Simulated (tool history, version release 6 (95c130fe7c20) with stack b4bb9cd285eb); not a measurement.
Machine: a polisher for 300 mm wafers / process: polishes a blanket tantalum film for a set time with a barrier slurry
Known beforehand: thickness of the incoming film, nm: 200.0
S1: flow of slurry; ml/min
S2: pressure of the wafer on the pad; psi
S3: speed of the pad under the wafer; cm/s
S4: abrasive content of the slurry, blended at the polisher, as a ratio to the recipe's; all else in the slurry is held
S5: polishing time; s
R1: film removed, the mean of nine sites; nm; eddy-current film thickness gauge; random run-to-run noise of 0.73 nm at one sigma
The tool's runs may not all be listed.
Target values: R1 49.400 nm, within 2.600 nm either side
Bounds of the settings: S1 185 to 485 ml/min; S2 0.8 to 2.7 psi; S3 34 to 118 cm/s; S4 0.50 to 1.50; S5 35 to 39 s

| run | hour | S1 | S2 | S3 | S4 | S5 | R1 |
|---|---|---|---|---|---|---|---|
| 1 | 0.0 | 310 | 1.7 | 76 | 1.00 | 39 | 34.061 |
| 2 | 8.5 | 310 | 1.7 | 76 | 1.00 | 39 | 33.398 |
| 3 | 15.7 | 310 | 1.7 | 76 | 1.00 | 35 | 30.084 |
| 4 | 18.7 | 355 | 1.7 | 76 | 1.00 | 35 | 31.544 |
| 5 | 26.7 | 355 | 1.8 | 76 | 1.00 | 35 | 32.936 |
| 6 | 28.5 | 355 | 1.9 | 76 | 1.00 | 35 | 34.084 |
| 7 | 35.2 | 355 | 2.0 | 76 | 1.00 | 35 | 35.605 |
| 8 | 40.5 | 355 | 2.1 | 76 | 1.00 | 35 | 38.060 |
| 9 | 43.1 | 355 | 2.2 | 76 | 1.00 | 35 | 40.706 |
| 10 | 45.4 | 355 | 2.3 | 76 | 1.00 | 35 | 42.140 |
| 11 | 51.5 | 355 | 2.5 | 76 | 1.00 | 35 | 45.023 |

Exactly one of the 5 candidate moves below puts every result within its allowed miss. Which one?
| A | 57.6 | 230 | 2.6 | 76 | 0.85 | 35 | ? |
| B | 57.6 | 375 | 2.4 | 68 | 0.95 | 35 | ? |
| C | 57.6 | 380 | 2.6 | 76 | 1.25 | 35 | ? |
| D | 57.6 | 485 | 2.7 | 72 | 1.20 | 39 | ? |
| E | 57.6 | 370 | 2.3 | 76 | 1.00 | 37 | ? |

| move | R1 |
|---|---|
| A | 43.595 |
| B | 38.339 |
| C | 49.086 |
| D | 54.104 |
| E | 43.776 |
A: misses by more than the last run did
B: misses by more than the last run did
C: hits every target within its allowed miss
D: takes the biggest miss from the last run beyond its target
E: misses by more than the last run did
Correct choice: C, which meets every target

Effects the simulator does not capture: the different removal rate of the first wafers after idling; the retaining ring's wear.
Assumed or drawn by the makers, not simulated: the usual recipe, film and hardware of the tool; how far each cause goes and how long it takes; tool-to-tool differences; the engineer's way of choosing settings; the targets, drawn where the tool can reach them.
